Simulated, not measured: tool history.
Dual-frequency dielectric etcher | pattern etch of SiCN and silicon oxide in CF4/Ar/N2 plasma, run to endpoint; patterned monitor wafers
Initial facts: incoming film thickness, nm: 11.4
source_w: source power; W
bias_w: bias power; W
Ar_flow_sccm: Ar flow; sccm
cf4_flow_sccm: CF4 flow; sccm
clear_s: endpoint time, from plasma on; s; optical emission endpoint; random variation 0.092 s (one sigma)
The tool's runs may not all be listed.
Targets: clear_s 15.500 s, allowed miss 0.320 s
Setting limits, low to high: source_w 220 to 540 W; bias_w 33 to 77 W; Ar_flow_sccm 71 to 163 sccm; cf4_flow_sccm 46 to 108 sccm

run  hour  source_w  bias_w  Ar_flow_sccm  cf4_flow_sccm  clear_s
  1   0.0       380      55           117             77   17.916
  2   0.7       380      55           105             77   17.640
  3   4.6       380      55           105             71   17.924
  4  12.3       410      55           105             71   16.841
  5  15.5       420      55           105             71   16.527
  6  16.4       420      55           105             64   16.762
  7  23.1       420      55           105             64   16.774
  8  29.4       430      55           105             64   16.438

Pick the move, out of 4, that brings all results within their allowed miss; only one does.
  A  35.7       430      56           103             66        ?
  B  35.7       450      55            92             67        ?
  C  35.7       430      59           102             62        ?
  D  35.7       420      56           105             77        ?

move  clear_s
   A   16.273
   B   15.479
   C   16.161
   D   16.298
A: gains on the last run, yet a result remains outside its allowed miss
B: every result lands within tolerance
C: gains on the last run, yet a result remains outside its allowed miss
D: gains on the last run, yet a result remains outside its allowed miss
Correct choice: B, which meets every target
